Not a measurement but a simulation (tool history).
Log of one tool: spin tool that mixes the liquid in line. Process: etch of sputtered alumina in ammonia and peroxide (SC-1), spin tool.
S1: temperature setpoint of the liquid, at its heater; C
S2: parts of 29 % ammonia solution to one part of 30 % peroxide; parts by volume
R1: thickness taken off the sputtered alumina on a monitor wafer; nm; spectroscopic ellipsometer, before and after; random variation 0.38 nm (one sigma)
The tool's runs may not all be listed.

run 1 hour=0.0 | S1=57.0 S2=0.5 time_under_the_liquid_(s)=270 | R1=24.364
run 2 hour=5.2 | S1=51.5 S2=0.5 time_under_the_liquid_(s)=270 | R1=17.861
run 3 hour=10.9 | S1=51.5 S2=0.6 time_under_the_liquid_(s)=270 | R1=18.138
run 4 hour=14.5 | S1=51.5 S2=0.6 time_under_the_liquid_(s)=295 | R1=20.031
run 5 hour=17.2 | S1=53.0 S2=0.6 time_under_the_liquid_(s)=295 | R1=21.569
run 6 hour=21.8 | S1=54.5 S2=0.6 time_under_the_liquid_(s)=295 | R1=23.328
run 7 hour=30.6 | S1=56.0 S2=0.6 time_under_the_liquid_(s)=295 | R1=25.159

Run 8 comes next. What will it give?
run 8 hour=37.9 | S1=57.5 S2=0.6 time_under_the_liquid_(s)=295 | R1=?

Run 8 gave R1 27.566 nm.

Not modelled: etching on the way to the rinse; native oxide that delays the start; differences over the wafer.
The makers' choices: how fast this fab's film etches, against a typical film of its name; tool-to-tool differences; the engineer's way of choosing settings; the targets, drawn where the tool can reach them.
